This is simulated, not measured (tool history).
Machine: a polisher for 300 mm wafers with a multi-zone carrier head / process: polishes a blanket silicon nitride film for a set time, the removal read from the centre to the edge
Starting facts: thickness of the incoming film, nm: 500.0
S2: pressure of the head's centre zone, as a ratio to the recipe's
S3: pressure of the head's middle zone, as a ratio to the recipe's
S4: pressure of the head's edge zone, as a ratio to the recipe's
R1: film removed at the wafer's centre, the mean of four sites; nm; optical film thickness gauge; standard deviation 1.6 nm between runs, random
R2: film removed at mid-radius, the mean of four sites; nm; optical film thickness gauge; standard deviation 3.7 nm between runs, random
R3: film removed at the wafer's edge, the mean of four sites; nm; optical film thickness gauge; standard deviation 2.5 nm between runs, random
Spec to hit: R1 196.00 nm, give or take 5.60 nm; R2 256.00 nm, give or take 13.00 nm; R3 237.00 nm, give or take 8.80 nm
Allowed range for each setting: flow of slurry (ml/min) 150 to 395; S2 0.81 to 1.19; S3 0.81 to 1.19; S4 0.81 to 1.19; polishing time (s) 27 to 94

run 1 hour=0.0 | flow_of_slurry_(ml/min)=250 S2=1.00 S3=1.00 S4=1.00 polishing_time_(s)=60 | R1=179.15 R2=180.80 R3=178.97
run 2 hour=4.9 | flow_of_slurry_(ml/min)=255 S2=0.99 S3=1.02 S4=1.02 polishing_time_(s)=62 | R1=185.58 R2=188.58 R3=184.01
run 3 hour=9.2 | flow_of_slurry_(ml/min)=305 S2=0.99 S3=1.02 S4=1.02 polishing_time_(s)=62 | R1=187.74 R2=192.20 R3=185.95
run 4 hour=17.4 | flow_of_slurry_(ml/min)=305 S2=0.99 S3=1.02 S4=1.08 polishing_time_(s)=62 | R1=188.81 R2=193.66 R3=190.75
run 5 hour=21.2 | flow_of_slurry_(ml/min)=305 S2=0.93 S3=1.02 S4=1.08 polishing_time_(s)=62 | R1=175.93 R2=187.79 R3=192.47
run 6 hour=27.5 | flow_of_slurry_(ml/min)=305 S2=0.92 S3=1.04 S4=1.08 polishing_time_(s)=64 | R1=178.80 R2=203.37 R3=194.52
run 7 hour=28.6 | flow_of_slurry_(ml/min)=310 S2=0.84 S3=1.06 S4=1.18 polishing_time_(s)=77 | R1=198.86 R2=250.54 R3=250.43
run 8 hour=31.7 | flow_of_slurry_(ml/min)=310 S2=0.84 S3=1.07 S4=1.17 polishing_time_(s)=77 | R1=197.15 R2=253.89 R3=247.36
run 9 hour=32.3 | flow_of_slurry_(ml/min)=310 S2=0.84 S3=1.07 S4=1.16 polishing_time_(s)=77 | R1=198.10 R2=249.19 R3=246.98
run 10 hour=37.5 | flow_of_slurry_(ml/min)=310 S2=0.84 S3=1.08 S4=1.15 polishing_time_(s)=77 | R1=197.77 R2=248.93 R3=242.03
run 11 hour=39.8 | flow_of_slurry_(ml/min)=310 S2=0.84 S3=1.09 S4=1.15 polishing_time_(s)=77 | R1=198.59 R2=255.40 R3=246.13

Exactly one of the 4 candidate moves below puts every result within its allowed miss. Which one?
run A hour=42.1 | flow_of_slurry_(ml/min)=300 S2=0.86 S3=1.04 S4=1.09 polishing_time_(s)=78 | R1=? R2=? R3=?
run B hour=42.1 | flow_of_slurry_(ml/min)=360 S2=0.81 S3=1.10 S4=1.19 polishing_time_(s)=79 | R1=? R2=? R3=?
run C hour=42.1 | flow_of_slurry_(ml/min)=315 S2=0.83 S3=1.11 S4=1.07 polishing_time_(s)=77 | R1=? R2=? R3=?
run D hour=42.1 | flow_of_slurry_(ml/min)=280 S2=0.92 S3=1.19 S4=1.07 polishing_time_(s)=74 | R1=? R2=? R3=?

move=A R1=205.15 R2=251.81 R3=240.10
move=B R1=199.37 R2=272.14 R3=255.57
move=C R1=196.55 R2=264.13 R3=235.87
move=D R1=206.85 R2=266.12 R3=224.33
A: meets the target for the result that was furthest off, but another lies outside its allowed miss
B: further off than the last run
C: each result inside its tolerance
D: carries the result that was furthest off beyond its target, to the other side
So the answer is move C, the one that meets all the targets.
